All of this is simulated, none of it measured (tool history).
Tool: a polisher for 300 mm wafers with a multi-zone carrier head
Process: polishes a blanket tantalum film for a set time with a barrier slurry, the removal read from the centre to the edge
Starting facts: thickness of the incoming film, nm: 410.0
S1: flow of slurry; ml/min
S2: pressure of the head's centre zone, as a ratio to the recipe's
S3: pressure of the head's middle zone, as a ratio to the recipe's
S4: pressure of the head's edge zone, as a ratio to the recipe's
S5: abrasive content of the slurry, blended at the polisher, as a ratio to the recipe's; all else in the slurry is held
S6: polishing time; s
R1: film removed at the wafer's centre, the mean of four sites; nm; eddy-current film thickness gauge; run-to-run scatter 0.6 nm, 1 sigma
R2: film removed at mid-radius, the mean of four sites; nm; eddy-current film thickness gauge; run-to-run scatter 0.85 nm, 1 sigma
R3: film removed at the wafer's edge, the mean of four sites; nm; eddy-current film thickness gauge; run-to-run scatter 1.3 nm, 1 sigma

run 1 day=0 | S1=280 S2=1 S3=1 S4=1 S5=1 S6=86 | R1=110.02 R2=105.38 R3=109.53
run 2 day=0.317 | S1=280 S2=1.06 S3=1 S4=1 S5=1 S6=86 | R1=115.69 R2=105.39 R3=107.54
run 3 day=0.542 | S1=275 S2=1.05 S3=0.98 S4=0.99 S5=0.95 S6=86 | R1=113.04 R2=103.04 R3=106.92
run 4 day=0.671 | S1=275 S2=1.05 S3=0.98 S4=1.04 S5=0.95 S6=86 | R1=113.78 R2=103.36 R3=108.31
run 5 day=1.038 | S1=275 S2=1.05 S3=0.9 S4=1.04 S5=0.95 S6=86 | R1=114.39 R2=96.954 R3=108.53
run 6 day=1.075 | S1=275 S2=1.05 S3=0.89 S4=1.03 S5=0.9 S6=86 | R1=111.7 R2=94.302 R3=107.68
run 7 day=1.15 | S1=275 S2=1.05 S3=0.89 S4=1.02 S5=0.85 S6=86 | R1=109.52 R2=90.735 R3=105.85

What will run 8 give?
run 8 day=1.504 | S1=275 S2=1.05 S3=0.9 S4=1 S5=0.85 S6=86 | R1=? R2=? R3=?

Run 8 produced R1 109.47 nm, R2 94.033 nm, R3 104.18 nm.
